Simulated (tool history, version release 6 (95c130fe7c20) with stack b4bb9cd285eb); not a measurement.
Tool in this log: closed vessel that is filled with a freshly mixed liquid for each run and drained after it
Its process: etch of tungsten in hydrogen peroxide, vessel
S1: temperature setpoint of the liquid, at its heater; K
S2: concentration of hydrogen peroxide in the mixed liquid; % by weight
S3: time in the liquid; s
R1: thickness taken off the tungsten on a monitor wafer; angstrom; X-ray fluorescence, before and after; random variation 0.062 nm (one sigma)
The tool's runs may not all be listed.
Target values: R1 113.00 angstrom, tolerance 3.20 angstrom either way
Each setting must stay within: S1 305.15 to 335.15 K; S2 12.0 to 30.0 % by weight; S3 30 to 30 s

run    day      S1    S2  S3      R1
  1  0.000  319.15  22.0  30  211.67
  2  0.258  319.15  22.0  30  209.09
  3  0.375  317.65  22.0  30  191.25
  4  0.700  321.15  22.0  30  237.24
  5  0.779  319.65  22.0  30  216.25
  6  0.992  319.65  22.0  30  217.52
  7  1.108  319.65  22.0  30  217.55
  8  1.250  318.15  22.0  30  196.52
  9  1.542  317.15  22.0  30  186.40
 10  1.783  316.15  22.0  30  174.28
 11  2.133  315.15  22.0  30  163.58
 12  2.462  314.15  22.0  30  153.74
 13  2.742  313.65  22.0  30  147.89
 14  3.012  313.65  22.0  30  148.09
 15  3.333  313.15  22.0  30  143.31
 16  3.500  312.65  22.0  30  139.10
 17  3.733  312.15  22.0  30  134.20

Exercise: of the 5 proposed moves below, exactly one satisfies all targets within the stated allowed misses. Which move is it?
  A  3.967  312.65  17.5  30   ?
  B  3.967  309.65  25.0  30   ?
  C  3.967  311.15  18.0  30   ?
  D  3.967  311.65  20.0  30   ?
  E  3.967  307.65  23.5  30   ?

move      R1
   A  124.58
   B  122.18
   C  114.50
   D  124.74
   E  103.60
A: better than the last run, though not everything is in spec
B: better than the last run, though not everything is in spec
C: all results land within tolerance of their targets
D: better than the last run, though not everything is in spec
E: takes the result that was furthest off past its target
C is the move that brings every result within its allowed miss.
